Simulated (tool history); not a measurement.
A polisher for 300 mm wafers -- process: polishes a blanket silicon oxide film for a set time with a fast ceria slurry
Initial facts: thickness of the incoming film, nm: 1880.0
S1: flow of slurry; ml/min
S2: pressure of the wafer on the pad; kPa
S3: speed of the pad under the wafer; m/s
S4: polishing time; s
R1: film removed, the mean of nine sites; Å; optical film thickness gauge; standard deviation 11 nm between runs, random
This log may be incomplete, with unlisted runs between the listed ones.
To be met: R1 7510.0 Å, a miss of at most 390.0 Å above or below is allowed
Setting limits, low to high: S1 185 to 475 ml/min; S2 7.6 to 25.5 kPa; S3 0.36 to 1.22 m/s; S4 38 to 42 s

Run 1, hour 0.0: S1 305 ml/min, S2 16.5 kPa, S3 0.78 m/s, S4 42 s. Result: R1 4095.5 Å.
Run 2, hour 3.8: S1 305 ml/min, S2 17.9 kPa, S3 0.80 m/s, S4 42 s. Result: R1 4493.4 Å.
Run 3, hour 6.8: S1 360 ml/min, S2 17.9 kPa, S3 0.80 m/s, S4 42 s. Result: R1 4595.7 Å.
Run 4, hour 15.6: S1 360 ml/min, S2 19.3 kPa, S3 0.82 m/s, S4 42 s. Result: R1 5120.7 Å.
Run 5, hour 24.4: S1 360 ml/min, S2 19.3 kPa, S3 0.82 m/s, S4 42 s. Result: R1 5127.0 Å.
Run 6, hour 26.6: S1 360 ml/min, S2 20.0 kPa, S3 0.82 m/s, S4 42 s. Result: R1 5351.5 Å.
Run 7, hour 27.6: S1 360 ml/min, S2 24.1 kPa, S3 0.86 m/s, S4 42 s. Result: R1 6804.3 Å.
Run 8, hour 34.5: S1 360 ml/min, S2 24.8 kPa, S3 0.88 m/s, S4 42 s. Result: R1 7093.2 Å.

Next run, 4 choices. One meets every target within its allowed miss, the rest don't. Which?
Run A, hour 41.4: S1 385 ml/min, S2 25.5 kPa, S3 0.82 m/s, S4 40 s. Result: R1 ?.
Run B, hour 41.4: S1 335 ml/min, S2 25.5 kPa, S3 0.94 m/s, S4 42 s. Result: R1 ?.
Run C, hour 41.4: S1 320 ml/min, S2 22.8 kPa, S3 0.86 m/s, S4 39 s. Result: R1 ?.
Run D, hour 41.4: S1 400 ml/min, S2 21.4 kPa, S3 1.00 m/s, S4 41 s. Result: R1 ?.

move      R1
   A  6181.2
   B  7330.6
   C  5557.9
   D  6482.8
A: the biggest miss grows against the last run
B: each result inside its tolerance
C: the biggest miss grows against the last run
D: the biggest miss grows against the last run
So the answer is move B, the one that meets all the targets.
